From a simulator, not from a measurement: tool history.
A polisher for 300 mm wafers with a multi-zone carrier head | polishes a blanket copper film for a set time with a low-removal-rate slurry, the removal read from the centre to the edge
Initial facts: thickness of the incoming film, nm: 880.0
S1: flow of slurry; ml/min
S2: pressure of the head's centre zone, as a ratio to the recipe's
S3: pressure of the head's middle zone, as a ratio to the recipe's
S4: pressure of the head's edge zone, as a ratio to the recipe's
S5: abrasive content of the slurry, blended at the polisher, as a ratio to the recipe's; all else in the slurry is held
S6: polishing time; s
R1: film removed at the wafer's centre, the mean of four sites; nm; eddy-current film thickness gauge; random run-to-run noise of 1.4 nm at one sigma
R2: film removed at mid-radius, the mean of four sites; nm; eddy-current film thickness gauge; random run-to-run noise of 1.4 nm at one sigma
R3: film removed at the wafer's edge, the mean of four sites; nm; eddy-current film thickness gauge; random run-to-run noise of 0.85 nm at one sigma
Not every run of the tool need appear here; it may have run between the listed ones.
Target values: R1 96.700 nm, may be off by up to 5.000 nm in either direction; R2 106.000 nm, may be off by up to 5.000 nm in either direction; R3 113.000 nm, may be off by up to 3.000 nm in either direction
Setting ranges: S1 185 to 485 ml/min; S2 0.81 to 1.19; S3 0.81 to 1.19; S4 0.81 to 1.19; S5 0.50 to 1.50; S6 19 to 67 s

{"run": 1, "hour": 0.0, "S1": 310, "S2": 1.0, "S3": 1.0, "S4": 1.0, "S5": 1.0, "S6": 43, "R1": 84.046, "R2": 79.794, "R3": 81.392}
{"run": 2, "hour": 5.5, "S1": 310, "S2": 1.0, "S3": 1.09, "S4": 1.0, "S5": 1.0, "S6": 43, "R1": 80.436, "R2": 85.079, "R3": 81.32}
{"run": 3, "hour": 13.9, "S1": 310, "S2": 1.0, "S3": 1.09, "S4": 1.0, "S5": 0.9, "S6": 43, "R1": 79.095, "R2": 84.243, "R3": 79.319}
{"run": 4, "hour": 16.5, "S1": 310, "S2": 1.0, "S3": 1.09, "S4": 1.0, "S5": 1.0, "S6": 43, "R1": 81.796, "R2": 86.694, "R3": 81.433}
{"run": 5, "hour": 22.6, "S1": 310, "S2": 1.0, "S3": 1.14, "S4": 1.0, "S5": 1.0, "S6": 43, "R1": 80.898, "R2": 90.17, "R3": 82.333}
{"run": 6, "hour": 29.5, "S1": 310, "S2": 1.0, "S3": 1.1, "S4": 1.0, "S5": 1.0, "S6": 43, "R1": 81.211, "R2": 86.824, "R3": 81.863}
{"run": 7, "hour": 35.1, "S1": 310, "S2": 1.0, "S3": 1.1, "S4": 1.0, "S5": 1.0, "S6": 43, "R1": 80.585, "R2": 86.572, "R3": 80.749}
{"run": 8, "hour": 43.1, "S1": 310, "S2": 0.93, "S3": 1.04, "S4": 1.1, "S5": 1.25, "S6": 51, "R1": 95.38, "R2": 102.48, "R3": 107.19}
{"run": 9, "hour": 44.0, "S1": 315, "S2": 0.93, "S3": 1.05, "S4": 1.12, "S5": 1.3, "S6": 51, "R1": 93.354, "R2": 104.51, "R3": 106.43}
{"run": 10, "hour": 50.0, "S1": 310, "S2": 0.92, "S3": 1.04, "S4": 1.13, "S5": 1.35, "S6": 51, "R1": 95.145, "R2": 104.12, "R3": 110.58}

Consider the 4 candidate settings below. Which is the only one whose results all fall within their allowed miss of target?
{"run": "A", "hour": 56.0, "S1": 365, "S2": 0.9, "S3": 1.01, "S4": 1.12, "S5": 1.2, "S6": 54, "R1": "?", "R2": "?", "R3": "?"}
{"run": "B", "hour": 56.0, "S1": 335, "S2": 0.9, "S3": 1.06, "S4": 1.12, "S5": 1.35, "S6": 50, "R1": "?", "R2": "?", "R3": "?"}
{"run": "C", "hour": 56.0, "S1": 395, "S2": 0.98, "S3": 1.07, "S4": 1.04, "S5": 1.3, "S6": 51, "R1": "?", "R2": "?", "R3": "?"}
{"run": "D", "hour": 56.0, "S1": 280, "S2": 1.01, "S3": 1.07, "S4": 1.1, "S5": 1.35, "S6": 51, "R1": "?", "R2": "?", "R3": "?"}

move=A R1=99.291 R2=102.550 R3=113.160
move=B R1=93.435 R2=100.580 R3=106.640
move=C R1=104.200 R2=104.010 R3=105.090
move=D R1=104.370 R2=101.520 R3=106.290
A: in spec on every target
B: misses by more than the last run did
C: misses by more than the last run did
D: misses by more than the last run did
Go with A: it meets all targets.
